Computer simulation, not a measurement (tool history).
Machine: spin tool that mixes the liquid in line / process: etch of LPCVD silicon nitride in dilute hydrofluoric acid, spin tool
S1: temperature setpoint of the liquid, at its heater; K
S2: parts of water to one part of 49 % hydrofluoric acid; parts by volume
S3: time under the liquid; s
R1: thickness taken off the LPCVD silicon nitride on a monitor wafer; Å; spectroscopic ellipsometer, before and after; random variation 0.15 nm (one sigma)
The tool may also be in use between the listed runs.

run,day,S1,S2,S3,R1
1,0.000,299.15,55,315,37.616
2,0.138,301.15,50,315,45.875
3,0.204,302.65,50,315,50.024
4,0.462,303.65,50,315,54.611
5,0.712,302.15,50,315,49.909
6,1.038,302.15,50,335,51.598
7,1.079,303.15,50,335,55.261

Estimate the outcome of run 8 from the log above:
8,1.183,303.65,50,335,?

Run 8 measured R1 56.805 Å.
